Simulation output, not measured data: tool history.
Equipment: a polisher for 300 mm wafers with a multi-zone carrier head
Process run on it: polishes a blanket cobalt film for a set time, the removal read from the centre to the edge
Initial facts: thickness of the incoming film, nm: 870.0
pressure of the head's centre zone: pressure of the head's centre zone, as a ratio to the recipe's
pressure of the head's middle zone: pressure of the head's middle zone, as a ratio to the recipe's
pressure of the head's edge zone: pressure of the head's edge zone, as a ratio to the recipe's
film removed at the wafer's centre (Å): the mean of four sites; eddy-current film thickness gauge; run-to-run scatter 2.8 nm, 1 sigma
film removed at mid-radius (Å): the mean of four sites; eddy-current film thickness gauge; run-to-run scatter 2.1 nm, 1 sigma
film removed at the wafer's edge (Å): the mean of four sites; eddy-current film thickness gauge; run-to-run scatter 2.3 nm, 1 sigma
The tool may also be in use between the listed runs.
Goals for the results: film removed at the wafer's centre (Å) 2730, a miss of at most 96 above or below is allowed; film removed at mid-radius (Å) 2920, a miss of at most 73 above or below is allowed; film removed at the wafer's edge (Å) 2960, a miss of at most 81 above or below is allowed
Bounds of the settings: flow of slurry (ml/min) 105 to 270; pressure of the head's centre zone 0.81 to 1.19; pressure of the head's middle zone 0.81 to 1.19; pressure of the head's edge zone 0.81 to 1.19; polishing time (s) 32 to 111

run  hour  flow of slurry (ml/min)  pressure of the head's centre zone  pressure of the head's middle zone  pressure of the head's edge zone  polishing time (s)  film removed at the wafer's centre (Å)  film removed at mid-radius (Å)  film removed at the wafer's edge (Å)
  1     0                      175                                   1                                   1                                 1                  71                                  2587.1                          2235.8                                2237.5
  2   7.3                      140                                   1                                   1                                 1                  71                                  2481.8                            2160                                2154.5
  3  14.5                      140                                   1                                   1                                 1                  81                                    2832                          2460.9                                2506.1
  4  15.6                      140                                   1                                   1                                 1                  64                                  2230.9                          1928.6                                1993.7
     19.7  -- centre zone pressure recalibrated
  5  19.7                      140                                   1                                0.95                                 1                  64                                  2002.7                            1910                                1991.3
  6  27.1                      150                                0.98                                0.95                                 1                  67                                  2104.3                          1977.6                                2078.2
  7    36                      150                                0.98                                0.95                                 1                  67                                    2085                            2019                                2066.2
  8  37.5                      155                                0.97                                0.96                              1.02                  69                                  2167.2                          2085.2                                2203.4
  9  41.5                      165                                0.95                                0.97                              1.02                  70                                  2134.9                          2121.4                                2207.7
 10    49                      175                                0.94                                0.99                              1.03                  72                                  2174.1                          2229.3                                2319.1
 11  56.1                      185                                0.94                                1.01                              1.04                  73                                  2213.6                            2328                                2387.8

Below are 4 possible settings for the next run. Only one of them brings all results inside the allowed miss of their targets. Which is it?
  A  63.2                      185                                0.82                                0.82                              1.11                  91                                       ?                               ?                                     ?
  B  63.2                      150                                1.12                                0.95                              1.16                  87                                       ?                               ?                                     ?
  C  63.2                      205                                0.91                                1.05                              1.05                  95                                       ?                               ?                                     ?
  D  63.2                      235                                0.91                                0.99                              1.02                  90                                       ?                               ?                                     ?

move  film removed at the wafer's centre (Å)  film removed at mid-radius (Å)  film removed at the wafer's edge (Å)
   A                                  2397.3                          2508.8                                3063.9
   B                                  3042.2                          2589.6                                2936.3
   C                                  2817.5                          3162.2                                3129.4
   D                                  2712.5                          2911.4                                  2957
A: nearer than the last run, and not there yet
B: nearer than the last run, and not there yet
C: takes the result that was furthest off past its target
D: meets every target
D is the move that brings every result within its allowed miss.
